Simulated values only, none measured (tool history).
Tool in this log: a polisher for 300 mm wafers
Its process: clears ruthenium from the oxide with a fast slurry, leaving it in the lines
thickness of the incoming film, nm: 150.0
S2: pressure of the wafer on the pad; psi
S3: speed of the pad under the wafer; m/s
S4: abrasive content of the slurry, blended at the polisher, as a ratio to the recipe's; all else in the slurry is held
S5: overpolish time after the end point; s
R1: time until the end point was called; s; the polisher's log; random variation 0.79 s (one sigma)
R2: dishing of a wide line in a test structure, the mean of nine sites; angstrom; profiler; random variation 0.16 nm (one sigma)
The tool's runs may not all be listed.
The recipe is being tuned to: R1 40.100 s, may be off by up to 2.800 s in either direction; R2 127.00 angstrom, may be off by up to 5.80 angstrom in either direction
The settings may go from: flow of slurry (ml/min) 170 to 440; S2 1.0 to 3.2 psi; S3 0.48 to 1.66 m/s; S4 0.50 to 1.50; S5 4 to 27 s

Run 1, hour 0.0: flow of slurry (ml/min) 280, S2 2.1 psi, S3 1.06 m/s, S4 1.00, S5 14 s. Result: R1 47.792 s, R2 356.01 angstrom.
Run 2, hour 8.9: flow of slurry (ml/min) 320, S2 2.1 psi, S3 1.06 m/s, S4 1.00, S5 14 s. Result: R1 48.514 s, R2 349.61 angstrom.
Run 3, hour 17.1: flow of slurry (ml/min) 320, S2 2.1 psi, S3 1.18 m/s, S4 1.00, S5 14 s. Result: R1 43.898 s, R2 388.00 angstrom.
Run 4, hour 23.2: flow of slurry (ml/min) 360, S2 2.1 psi, S3 1.18 m/s, S4 1.00, S5 14 s. Result: R1 43.376 s, R2 401.00 angstrom.
Run 5, hour 26.2: flow of slurry (ml/min) 315, S2 2.1 psi, S3 1.04 m/s, S4 1.10, S5 12 s. Result: R1 47.002 s, R2 303.99 angstrom.
Run 6, hour 30.1: flow of slurry (ml/min) 315, S2 2.1 psi, S3 1.04 m/s, S4 1.20, S5 12 s. Result: R1 46.023 s, R2 323.44 angstrom.
Run 7, hour 32.0: flow of slurry (ml/min) 280, S2 2.4 psi, S3 0.92 m/s, S4 1.05, S5 10 s. Result: R1 50.900 s, R2 247.94 angstrom.
Run 8, hour 38.8: flow of slurry (ml/min) 255, S2 2.4 psi, S3 0.86 m/s, S4 1.15, S5 9 s. Result: R1 53.420 s, R2 210.44 angstrom.
Run 9, hour 46.7: flow of slurry (ml/min) 235, S2 2.6 psi, S3 0.78 m/s, S4 1.25, S5 8 s. Result: R1 53.270 s, R2 188.97 angstrom.
Run 10, hour 53.9: flow of slurry (ml/min) 220, S2 2.7 psi, S3 0.74 m/s, S4 1.30, S5 7 s. Result: R1 53.922 s, R2 168.33 angstrom.
Run 11, hour 60.0: flow of slurry (ml/min) 210, S2 2.8 psi, S3 0.72 m/s, S4 1.35, S5 6 s. Result: R1 53.033 s, R2 142.60 angstrom.
Run 12, hour 66.6: flow of slurry (ml/min) 200, S2 2.9 psi, S3 0.74 m/s, S4 1.40, S5 6 s. Result: R1 50.734 s, R2 152.84 angstrom.

Below are 5 possible settings for the next run. Only one of them brings all results inside the allowed miss of their targets. Which is it?
Run A, hour 73.2: flow of slurry (ml/min) 180, S2 2.5 psi, S3 0.58 m/s, S4 1.25, S5 7 s. Result: R1 ?, R2 ?.
Run B, hour 73.2: flow of slurry (ml/min) 200, S2 2.7 psi, S3 0.60 m/s, S4 1.45, S5 9 s. Result: R1 ?, R2 ?.
Run C, hour 73.2: flow of slurry (ml/min) 200, S2 2.7 psi, S3 0.58 m/s, S4 1.45, S5 7 s. Result: R1 ?, R2 ?.
Run D, hour 73.2: flow of slurry (ml/min) 295, S2 2.2 psi, S3 0.60 m/s, S4 1.30, S5 10 s. Result: R1 ?, R2 ?.
Run E, hour 73.2: flow of slurry (ml/min) 195, S2 3.2 psi, S3 0.88 m/s, S4 1.40, S5 4 s. Result: R1 ?, R2 ?.

move      R1      R2
   A  74.920  117.36
   B  63.736  175.41
   C  65.816  133.19
   D  73.793  168.56
   E  39.252  127.75
A: carries the result that was furthest off beyond its target, to the other side
B: further off than the last run
C: further off than the last run
D: further off than the last run
E: hits every target within its allowed miss
The right move is E.

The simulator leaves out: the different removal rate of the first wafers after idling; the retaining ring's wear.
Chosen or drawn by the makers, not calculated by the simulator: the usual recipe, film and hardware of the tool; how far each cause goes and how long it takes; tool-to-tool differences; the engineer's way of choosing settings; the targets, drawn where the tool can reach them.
